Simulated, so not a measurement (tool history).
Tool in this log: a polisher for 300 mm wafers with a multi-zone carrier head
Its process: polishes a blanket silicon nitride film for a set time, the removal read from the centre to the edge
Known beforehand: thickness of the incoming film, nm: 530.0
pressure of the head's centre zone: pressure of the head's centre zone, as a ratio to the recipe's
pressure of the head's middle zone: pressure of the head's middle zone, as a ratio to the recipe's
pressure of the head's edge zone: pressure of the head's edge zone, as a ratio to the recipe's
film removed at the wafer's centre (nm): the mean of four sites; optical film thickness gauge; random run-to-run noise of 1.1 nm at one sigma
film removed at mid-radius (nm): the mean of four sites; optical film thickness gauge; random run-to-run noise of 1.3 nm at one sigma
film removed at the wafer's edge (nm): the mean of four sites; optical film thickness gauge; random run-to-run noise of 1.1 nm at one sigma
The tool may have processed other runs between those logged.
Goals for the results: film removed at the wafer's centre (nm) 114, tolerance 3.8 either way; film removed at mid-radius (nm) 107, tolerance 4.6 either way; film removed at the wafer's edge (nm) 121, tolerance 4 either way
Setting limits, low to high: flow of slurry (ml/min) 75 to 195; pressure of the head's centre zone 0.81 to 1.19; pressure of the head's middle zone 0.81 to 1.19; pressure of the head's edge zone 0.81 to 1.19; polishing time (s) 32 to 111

run	hour	flow of slurry (ml/min)	pressure of the head's centre zone	pressure of the head's middle zone	pressure of the head's edge zone	polishing time (s)	film removed at the wafer's centre (nm)	film removed at mid-radius (nm)	film removed at the wafer's edge (nm)
1	0	125	1	1	1	71	86.467	85.866	88.925
2	2	140	1	1	1	71	89.89	89.579	90.397
3	9.5	140	1	0.99	1.02	72	91.619	90.576	93.924
4	13.3	145	1	0.99	1.04	73	90.595	93.385	95.459
5	17.1	145	1	0.99	1	73	93.092	94.465	93.948
6	19.4	145	0.93	0.99	1	73	88.383	93.698	94.046
7	27.8	150	0.94	0.98	1.01	74	89.669	94.266	95.551
8	32.9	150	0.96	0.97	1.02	75	94.655	94.489	98.077
9	39.3	150	0.96	0.97	1.02	75	92.528	95.53	97.585
10	44.5	150	0.97	0.96	1.03	76	94.524	95.984	97.986
11	46.6	145	0.98	0.96	1.05	78	97.968	96.252	103.43
12	53.2	150	0.99	0.96	1.06	78	99.37	96.725	104.73
13	59.3	155	1	0.96	1.07	78	102.54	95.476	103.57
14	62.8	155	1	0.96	1.08	79	102.09	98.185	104.95
15	67.8	155	1	0.96	1.09	80	102.63	101.07	107.55
16	70	155	1	0.96	1.1	81	104.3	100.51	111.61
17	71.3	160	1	0.96	1.11	81	106.65	101.81	110.94
18	74.6	160	1	0.96	1.12	81	104.73	104.59	111.78
19	82.3	190	1.03	0.89	1.18	83	115.77	102.43	120.2

Of the 4 settings listed for the next run, only one would bring every result within its allowed miss of target. Which one?
A	90	190	1.02	0.92	1.13	85	?	?	?
B	90	190	1.03	0.85	1.19	82	?	?	?
C	90	190	1.09	0.92	1.12	86	?	?	?
D	90	195	1.06	0.9	1.13	86	?	?	?

move	film removed at the wafer's centre (nm)	film removed at mid-radius (nm)	film removed at the wafer's edge (nm)
A	117.07	107.39	119.56
B	113.64	97.291	118.59
C	124.01	108.62	120.42
D	122.16	107.18	121.36
A: hits every target within its allowed miss
B: misses by more than the last run did
C: corrects the largest miss of the last run, while another result sits out of spec
D: corrects the largest miss of the last run, while another result sits out of spec
So the answer is move A, the one that meets all the targets.

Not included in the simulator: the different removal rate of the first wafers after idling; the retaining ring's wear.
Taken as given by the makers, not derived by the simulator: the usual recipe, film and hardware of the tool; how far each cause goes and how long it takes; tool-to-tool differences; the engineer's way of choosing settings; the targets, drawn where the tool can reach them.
